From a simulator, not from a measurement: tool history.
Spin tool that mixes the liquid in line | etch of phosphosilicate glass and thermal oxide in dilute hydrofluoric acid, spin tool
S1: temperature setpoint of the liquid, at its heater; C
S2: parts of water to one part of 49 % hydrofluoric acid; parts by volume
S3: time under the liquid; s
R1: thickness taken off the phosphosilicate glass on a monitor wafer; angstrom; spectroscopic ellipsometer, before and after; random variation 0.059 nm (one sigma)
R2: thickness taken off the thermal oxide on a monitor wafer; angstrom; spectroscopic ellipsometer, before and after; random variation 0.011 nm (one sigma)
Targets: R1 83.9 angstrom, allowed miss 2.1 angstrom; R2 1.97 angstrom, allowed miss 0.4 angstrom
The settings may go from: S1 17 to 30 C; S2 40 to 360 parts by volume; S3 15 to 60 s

run,day,S1,S2,S3,R1,R2
1,0,22,200,30,252.72,6.4533
2,0.204,22,150,30,357.95,7.934
3,0.312,20.5,200,30,238.8,5.9546
4,0.342,19.5,235,30,188.48,4.4113
5,0.621,19,265,30,161.42,3.6433
6,0.725,19,205,30,218.91,5.2885
7,0.95,18.5,245,30,171.98,4.0911
8,1.054,17,325,30,115.94,2.7915
9,1.375,17,335,30,110.01,2.5359
10,1.679,17,340,30,107.66,2.7785
11,1.975,17,345,30,108.01,2.5429
12,2.108,17,350,30,104.32,2.2707

4 next moves are on the table. One of them brings every result within its allowed miss. Which?
A,2.242,20.5,360,20,?,?
B,2.242,22.5,270,20,?,?
C,2.242,18,300,30,?,?
D,2.242,17,360,25,?,?

move,R1,R2
A,75.893,1.777
B,118.07,2.7646
C,131.72,3.0843
D,83.817,1.9626
A: takes the result that was furthest off past its target
B: further off than the last run
C: further off than the last run
D: meets every target
Move D is the one to make.

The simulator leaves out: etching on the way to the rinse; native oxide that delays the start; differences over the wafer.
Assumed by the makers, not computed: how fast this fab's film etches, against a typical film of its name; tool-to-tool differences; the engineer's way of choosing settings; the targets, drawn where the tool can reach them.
